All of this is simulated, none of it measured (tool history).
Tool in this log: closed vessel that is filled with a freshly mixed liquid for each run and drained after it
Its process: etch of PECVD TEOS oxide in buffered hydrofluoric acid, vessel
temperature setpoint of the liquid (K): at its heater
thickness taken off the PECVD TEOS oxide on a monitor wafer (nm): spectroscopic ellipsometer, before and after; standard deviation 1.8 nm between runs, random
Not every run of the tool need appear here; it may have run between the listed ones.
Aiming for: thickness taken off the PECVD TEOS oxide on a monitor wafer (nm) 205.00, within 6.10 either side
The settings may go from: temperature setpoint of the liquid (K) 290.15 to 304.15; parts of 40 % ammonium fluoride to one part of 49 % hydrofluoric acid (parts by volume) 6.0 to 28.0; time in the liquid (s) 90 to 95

run,hour,temperature setpoint of the liquid (K),parts of 40 % ammonium fluoride to one part of 49 % hydrofluoric acid (parts by volume),time in the liquid (s),thickness taken off the PECVD TEOS oxide on a monitor wafer (nm)
1,0.0,296.15,17.0,90,188.86
2,6.0,294.65,17.0,90,173.31
3,7.5,295.15,17.0,90,176.08
4,12.3,295.15,21.0,90,146.84
5,16.5,295.15,21.0,95,154.97
6,18.9,293.65,21.0,95,139.65
7,20.8,294.15,21.0,95,148.34
8,23.3,298.15,21.0,95,182.38
9,26.5,298.65,21.0,95,186.66
10,31.0,299.65,21.0,95,194.99

Which of these 5 next moves meets every target?
A,35.5,299.65,20.0,95,?
B,35.5,300.65,22.0,90,?
C,35.5,301.65,25.0,90,?
D,35.5,301.15,23.0,90,?
E,35.5,292.15,11.5,90,?

move,thickness taken off the PECVD TEOS oxide on a monitor wafer (nm)
A,203.93
B,190.89
C,184.45
D,190.16
E,221.01
A: every result lands within tolerance
B: misses by more than the last run did
C: misses by more than the last run did
D: misses by more than the last run did
E: carries the result that was furthest off beyond its target, to the other side
Move A is the one to make.
